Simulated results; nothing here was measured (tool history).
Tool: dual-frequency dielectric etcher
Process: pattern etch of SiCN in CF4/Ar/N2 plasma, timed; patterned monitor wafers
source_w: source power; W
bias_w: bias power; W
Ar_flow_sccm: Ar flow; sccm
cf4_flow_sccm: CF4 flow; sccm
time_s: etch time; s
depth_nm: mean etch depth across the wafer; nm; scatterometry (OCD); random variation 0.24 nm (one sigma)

run 1 day=0.000 | source_w=480 bias_w=68 Ar_flow_sccm=120 cf4_flow_sccm=52 time_s=75.0 | depth_nm=60.993
run 2 day=0.375 | source_w=480 bias_w=68 Ar_flow_sccm=120 cf4_flow_sccm=57 time_s=75.0 | depth_nm=62.301
run 3 day=0.546 | source_w=480 bias_w=68 Ar_flow_sccm=120 cf4_flow_sccm=57 time_s=75.0 | depth_nm=62.349
run 4 day=0.804 | source_w=480 bias_w=68 Ar_flow_sccm=120 cf4_flow_sccm=49 time_s=75.0 | depth_nm=60.143
run 5 day=0.838 | source_w=480 bias_w=73 Ar_flow_sccm=120 cf4_flow_sccm=49 time_s=75.0 | depth_nm=61.820
run 6 day=1.142 | source_w=480 bias_w=84 Ar_flow_sccm=120 cf4_flow_sccm=49 time_s=75.0 | depth_nm=65.935
run 7 day=1.204 | source_w=380 bias_w=83 Ar_flow_sccm=120 cf4_flow_sccm=49 time_s=75.0 | depth_nm=50.944
run 8 day=1.517 | source_w=390 bias_w=83 Ar_flow_sccm=120 cf4_flow_sccm=49 time_s=75.0 | depth_nm=52.350

Run 9 comes next. What will it give?
run 9 day=1.733 | source_w=400 bias_w=83 Ar_flow_sccm=120 cf4_flow_sccm=49 time_s=75.0 | depth_nm=?

{"run 9": {"depth_nm": 53.718}}

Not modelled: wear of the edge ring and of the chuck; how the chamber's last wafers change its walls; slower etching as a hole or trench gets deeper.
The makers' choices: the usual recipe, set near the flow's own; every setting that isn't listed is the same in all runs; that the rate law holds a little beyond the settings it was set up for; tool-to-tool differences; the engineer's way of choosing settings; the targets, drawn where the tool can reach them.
